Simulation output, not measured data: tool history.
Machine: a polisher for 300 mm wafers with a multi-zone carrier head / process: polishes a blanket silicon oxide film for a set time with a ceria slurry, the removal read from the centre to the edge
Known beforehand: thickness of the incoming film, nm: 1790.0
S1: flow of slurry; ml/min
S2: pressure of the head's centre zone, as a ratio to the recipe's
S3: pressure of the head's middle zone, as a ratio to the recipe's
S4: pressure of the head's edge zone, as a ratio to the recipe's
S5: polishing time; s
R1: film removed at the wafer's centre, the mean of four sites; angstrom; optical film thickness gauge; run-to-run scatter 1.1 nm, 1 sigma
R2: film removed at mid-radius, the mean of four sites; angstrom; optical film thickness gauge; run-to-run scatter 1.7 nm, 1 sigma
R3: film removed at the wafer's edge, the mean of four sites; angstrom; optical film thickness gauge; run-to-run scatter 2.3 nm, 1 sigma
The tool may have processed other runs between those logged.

run 1 hour=0.0 | S1=210 S2=1.00 S3=1.00 S4=1.00 S5=79 | R1=2079.8 R2=2116.1 R3=1978.7
run 2 hour=2.0 | S1=210 S2=1.04 S3=1.00 S4=1.00 S5=79 | R1=2188.7 R2=2109.2 R3=1912.2
run 3 hour=6.3 | S1=205 S2=1.02 S3=0.98 S4=0.98 S5=77 | R1=2083.5 R2=2016.7 R3=1896.3
run 4 hour=14.9 | S1=205 S2=1.02 S3=0.98 S4=1.06 S5=77 | R1=2067.7 R2=2005.0 R3=1994.7
run 5 hour=19.8 | S1=205 S2=1.02 S3=0.98 S4=1.06 S5=90 | R1=2412.0 R2=2368.6 R3=2355.6
run 6 hour=22.4 | S1=205 S2=1.02 S3=0.98 S4=1.06 S5=79 | R1=2101.0 R2=2074.1 R3=1998.6
run 7 hour=27.0 | S1=200 S2=1.01 S3=0.97 S4=1.05 S5=77 | R1=2021.8 R2=2007.9 R3=1952.2
-- hour=29.2 edge zone pressure recalibrated
run 8 hour=29.2 | S1=195 S2=1.00 S3=0.95 S4=1.03 S5=75 | R1=1963.1 R2=1923.2 R3=1979.6

What will run 9 give?
run 9 hour=30.6 | S1=200 S2=1.01 S3=0.99 S4=1.03 S5=60 | R1=? R2=? R3=?

Run 9 came out at R1 1592.9 angstrom, R2 1558.8 angstrom, R3 1568.9 angstrom.
